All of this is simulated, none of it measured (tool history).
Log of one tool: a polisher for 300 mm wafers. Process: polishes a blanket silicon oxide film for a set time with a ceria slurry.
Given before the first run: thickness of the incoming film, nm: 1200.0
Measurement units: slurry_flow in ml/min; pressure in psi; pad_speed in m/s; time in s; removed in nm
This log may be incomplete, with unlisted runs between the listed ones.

run  hour  slurry_flow  pressure  pad_speed  time  removed
  1     0          130         2       1.04    89      249
  2   0.7          130         2       0.88    89   209.61
  3   5.2          130       1.9       0.88    89   201.43
  4  13.1          130       1.9       0.88    94      214
  5  21.8          130       1.9       0.88    89   203.55
  6  28.6          130       1.8       0.88    89   190.52
  7  29.2          130       1.7       0.88    89   186.26
  8  33.6          130       1.6       0.88    89   177.82
  9  40.7          115       1.1       0.86    89    128.4

Predict the results of run 10:
 10  42.2          120       1.1       0.86    89        ?

{"run 10": {"removed": 128.32}}
